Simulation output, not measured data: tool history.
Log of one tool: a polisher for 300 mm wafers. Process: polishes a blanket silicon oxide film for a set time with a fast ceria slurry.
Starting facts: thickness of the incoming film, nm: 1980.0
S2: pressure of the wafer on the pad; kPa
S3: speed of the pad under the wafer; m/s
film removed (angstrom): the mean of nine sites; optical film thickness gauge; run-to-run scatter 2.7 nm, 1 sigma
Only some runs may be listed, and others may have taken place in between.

{"run": 1, "hour": 0.0, "flow of slurry (ml/min)": 125, "S2": 12.4, "S3": 1.24, "polishing time (s)": 32, "film removed (angstrom)": 3156.2}
{"run": 2, "hour": 5.2, "flow of slurry (ml/min)": 125, "S2": 12.4, "S3": 1.24, "polishing time (s)": 32, "film removed (angstrom)": 3185.7}
{"run": 3, "hour": 8.7, "flow of slurry (ml/min)": 125, "S2": 12.4, "S3": 1.38, "polishing time (s)": 32, "film removed (angstrom)": 3478}
{"run": 4, "hour": 10.1, "flow of slurry (ml/min)": 125, "S2": 12.4, "S3": 1.22, "polishing time (s)": 32, "film removed (angstrom)": 3136.7}
{"run": 5, "hour": 14.3, "flow of slurry (ml/min)": 125, "S2": 12.4, "S3": 1.54, "polishing time (s)": 32, "film removed (angstrom)": 3855.4}
{"hour": 15.8, "done": "slurry nozzle cleaned"}
{"run": 6, "hour": 15.8, "flow of slurry (ml/min)": 120, "S2": 10.3, "S3": 1.5, "polishing time (s)": 32, "film removed (angstrom)": 3540.4}

Run 7 has not been measured yet. What should we expect?
{"run": 7, "hour": 19.1, "flow of slurry (ml/min)": 120, "S2": 9, "S3": 1.3, "polishing time (s)": 31, "film removed (angstrom)": "?"}

Run 7 came out at film removed (angstrom) 2732.
